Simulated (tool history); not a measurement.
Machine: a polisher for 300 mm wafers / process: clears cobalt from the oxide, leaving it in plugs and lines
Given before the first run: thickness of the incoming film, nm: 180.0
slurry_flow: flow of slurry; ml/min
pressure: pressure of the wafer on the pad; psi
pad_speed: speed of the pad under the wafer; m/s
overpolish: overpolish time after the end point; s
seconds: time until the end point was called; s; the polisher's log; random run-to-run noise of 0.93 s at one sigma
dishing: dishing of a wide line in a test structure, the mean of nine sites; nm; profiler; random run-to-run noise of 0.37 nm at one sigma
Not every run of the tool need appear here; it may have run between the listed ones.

run	hour	slurry_flow	pressure	pad_speed	overpolish	seconds	dishing
1	0.0	270	2.3	1.16	12	26.809	44.875
2	6.7	270	1.8	1.16	12	35.760	39.274
3	13.5	270	1.8	1.16	8	35.369	30.467
4	16.8	270	2.2	1.16	8	27.748	35.167
5	22.5	270	2.2	1.16	12	27.552	44.275
6	31.2	270	2.2	1.34	12	24.753	47.551

The next listed run, before its measurement:
7	33.7	270	1.8	1.34	13	?	?

{"run 7": {"seconds": 28.536, "dishing": 44.753}}
